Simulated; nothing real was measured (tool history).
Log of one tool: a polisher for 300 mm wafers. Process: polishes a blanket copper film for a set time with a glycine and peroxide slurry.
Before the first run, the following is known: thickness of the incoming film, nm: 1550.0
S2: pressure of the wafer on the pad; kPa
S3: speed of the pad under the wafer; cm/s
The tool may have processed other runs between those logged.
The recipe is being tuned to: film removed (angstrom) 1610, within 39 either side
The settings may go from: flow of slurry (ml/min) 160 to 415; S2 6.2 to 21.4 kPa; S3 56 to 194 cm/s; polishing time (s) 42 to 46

run 1 hour=0 | flow_of_slurry_(ml/min)=265 S2=13.8 S3=124 polishing_time_(s)=46 | film_removed_(angstrom)=1956.7
run 2 hour=1.3 | flow_of_slurry_(ml/min)=265 S2=13.1 S3=124 polishing_time_(s)=46 | film_removed_(angstrom)=1899.3
run 3 hour=8 | flow_of_slurry_(ml/min)=255 S2=11.7 S3=124 polishing_time_(s)=46 | film_removed_(angstrom)=1768
run 4 hour=15.1 | flow_of_slurry_(ml/min)=255 S2=11.7 S3=104 polishing_time_(s)=46 | film_removed_(angstrom)=1532.3
run 5 hour=15.9 | flow_of_slurry_(ml/min)=255 S2=14.5 S3=104 polishing_time_(s)=46 | film_removed_(angstrom)=1721.8
run 6 hour=23 | flow_of_slurry_(ml/min)=250 S2=14.5 S3=104 polishing_time_(s)=46 | film_removed_(angstrom)=1702.4
run 7 hour=26.7 | flow_of_slurry_(ml/min)=245 S2=14.5 S3=104 polishing_time_(s)=46 | film_removed_(angstrom)=1708.2
run 8 hour=30 | flow_of_slurry_(ml/min)=240 S2=14.5 S3=104 polishing_time_(s)=46 | film_removed_(angstrom)=1715.9
run 9 hour=35 | flow_of_slurry_(ml/min)=230 S2=13.8 S3=104 polishing_time_(s)=46 | film_removed_(angstrom)=1654.2
run 10 hour=39 | flow_of_slurry_(ml/min)=225 S2=13.8 S3=104 polishing_time_(s)=46 | film_removed_(angstrom)=1665.8

Next run, 4 choices. One meets every target within its allowed miss, the rest don't. Which?
run A hour=43 | flow_of_slurry_(ml/min)=290 S2=16.5 S3=92 polishing_time_(s)=46 | film_removed_(angstrom)=?
run B hour=43 | flow_of_slurry_(ml/min)=160 S2=17.2 S3=100 polishing_time_(s)=46 | film_removed_(angstrom)=?
run C hour=43 | flow_of_slurry_(ml/min)=230 S2=13.1 S3=116 polishing_time_(s)=45 | film_removed_(angstrom)=?
run D hour=43 | flow_of_slurry_(ml/min)=245 S2=13.1 S3=116 polishing_time_(s)=42 | film_removed_(angstrom)=?

move=A film_removed_(angstrom)=1710.6
move=B film_removed_(angstrom)=1770.3
move=C film_removed_(angstrom)=1727.6
move=D film_removed_(angstrom)=1621.4
A: further off than the last run
B: further off than the last run
C: further off than the last run
D: in spec on every target
Correct choice: D, which meets every target

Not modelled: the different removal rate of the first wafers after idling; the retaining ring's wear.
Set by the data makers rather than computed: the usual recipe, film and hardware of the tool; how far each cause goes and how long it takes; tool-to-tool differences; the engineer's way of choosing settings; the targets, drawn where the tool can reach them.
